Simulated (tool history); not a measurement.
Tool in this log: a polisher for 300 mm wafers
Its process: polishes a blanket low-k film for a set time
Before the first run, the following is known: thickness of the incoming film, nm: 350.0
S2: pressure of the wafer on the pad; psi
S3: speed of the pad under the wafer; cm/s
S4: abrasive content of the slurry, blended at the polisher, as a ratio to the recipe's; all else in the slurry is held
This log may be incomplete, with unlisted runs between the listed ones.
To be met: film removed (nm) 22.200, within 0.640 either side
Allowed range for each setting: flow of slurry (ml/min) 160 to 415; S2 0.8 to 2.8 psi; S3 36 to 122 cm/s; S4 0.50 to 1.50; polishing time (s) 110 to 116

run 1 day=0.000 | flow_of_slurry_(ml/min)=265 S2=1.8 S3=78 S4=1.00 polishing_time_(s)=110 | film_removed_(nm)=25.348
run 2 day=0.050 | flow_of_slurry_(ml/min)=260 S2=1.7 S3=78 S4=1.00 polishing_time_(s)=110 | film_removed_(nm)=24.696
run 3 day=0.325 | flow_of_slurry_(ml/min)=260 S2=1.6 S3=78 S4=1.00 polishing_time_(s)=110 | film_removed_(nm)=23.418
run 4 day=0.575 | flow_of_slurry_(ml/min)=260 S2=1.6 S3=88 S4=1.00 polishing_time_(s)=110 | film_removed_(nm)=25.799
run 5 day=0.642 | flow_of_slurry_(ml/min)=260 S2=1.9 S3=88 S4=1.00 polishing_time_(s)=110 | film_removed_(nm)=28.599
run 6 day=0.854 | flow_of_slurry_(ml/min)=260 S2=1.9 S3=88 S4=1.00 polishing_time_(s)=116 | film_removed_(nm)=30.316
run 7 day=1.108 | flow_of_slurry_(ml/min)=250 S2=1.4 S3=86 S4=1.00 polishing_time_(s)=116 | film_removed_(nm)=24.461
run 8 day=1.258 | flow_of_slurry_(ml/min)=245 S2=1.3 S3=86 S4=1.00 polishing_time_(s)=116 | film_removed_(nm)=22.996
run 9 day=1.512 | flow_of_slurry_(ml/min)=235 S2=1.3 S3=86 S4=1.00 polishing_time_(s)=116 | film_removed_(nm)=23.134
-- day=1.858 conditioning disc replaced and pad reconditioned
run 10 day=1.858 | flow_of_slurry_(ml/min)=230 S2=1.3 S3=86 S4=1.00 polishing_time_(s)=116 | film_removed_(nm)=26.398
run 11 day=2.196 | flow_of_slurry_(ml/min)=235 S2=1.3 S3=86 S4=1.00 polishing_time_(s)=116 | film_removed_(nm)=26.154
run 12 day=2.233 | flow_of_slurry_(ml/min)=240 S2=1.3 S3=86 S4=1.00 polishing_time_(s)=116 | film_removed_(nm)=26.611
run 13 day=2.462 | flow_of_slurry_(ml/min)=255 S2=1.3 S3=86 S4=1.00 polishing_time_(s)=116 | film_removed_(nm)=26.685

Pick the move, out of 4, that brings all results within their allowed miss; only one does.
run A day=2.692 | flow_of_slurry_(ml/min)=280 S2=1.1 S3=90 S4=1.05 polishing_time_(s)=113 | film_removed_(nm)=?
run B day=2.692 | flow_of_slurry_(ml/min)=250 S2=1.4 S3=76 S4=1.00 polishing_time_(s)=111 | film_removed_(nm)=?
run C day=2.692 | flow_of_slurry_(ml/min)=245 S2=1.2 S3=74 S4=1.05 polishing_time_(s)=112 | film_removed_(nm)=?
run D day=2.692 | flow_of_slurry_(ml/min)=290 S2=1.5 S3=68 S4=1.00 polishing_time_(s)=110 | film_removed_(nm)=?

move=A film_removed_(nm)=24.454
move=B film_removed_(nm)=24.148
move=C film_removed_(nm)=21.778
move=D film_removed_(nm)=23.361
A: moves toward the targets from the last run without getting all of them in spec
B: moves toward the targets from the last run without getting all of them in spec
C: each result inside its tolerance
D: moves toward the targets from the last run without getting all of them in spec
C is the move that brings every result within its allowed miss.

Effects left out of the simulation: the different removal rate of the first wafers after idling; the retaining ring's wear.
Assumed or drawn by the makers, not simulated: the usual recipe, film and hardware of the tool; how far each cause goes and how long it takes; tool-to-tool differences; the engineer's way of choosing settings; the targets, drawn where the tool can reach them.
